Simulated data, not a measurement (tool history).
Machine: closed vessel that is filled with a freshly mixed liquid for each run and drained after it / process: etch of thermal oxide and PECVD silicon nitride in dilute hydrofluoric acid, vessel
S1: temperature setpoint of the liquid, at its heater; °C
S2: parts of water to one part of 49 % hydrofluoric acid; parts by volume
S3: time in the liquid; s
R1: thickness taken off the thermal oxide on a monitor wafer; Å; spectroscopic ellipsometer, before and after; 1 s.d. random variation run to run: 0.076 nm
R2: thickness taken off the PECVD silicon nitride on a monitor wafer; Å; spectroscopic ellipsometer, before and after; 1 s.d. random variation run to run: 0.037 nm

run	day	S1	S2	S3	R1	R2
1	0	26	120	1375	522.12	244.63
2	0.296	26	120	1735	667.5	308.51
3	0.542	26	150	1735	509.36	247.21
4	0.904	26	150	1270	374.03	181.1
5	1.258	26	150	1815	534.3	258.26
6	1.379	26	150	1575	460.35	223.62
7	1.508	25	170	1365	332.54	160.02
8	1.762	25	185	1160	257.74	125.39
9	1.908	25	195	1005	210.14	103.6
10	2.104	24	215	780	138.23	68.082

Expected results for the next run?
11	2.512	24.5	215	775	?	?

{"run 11": {"R1": 140.65, "R2": 69.614}}
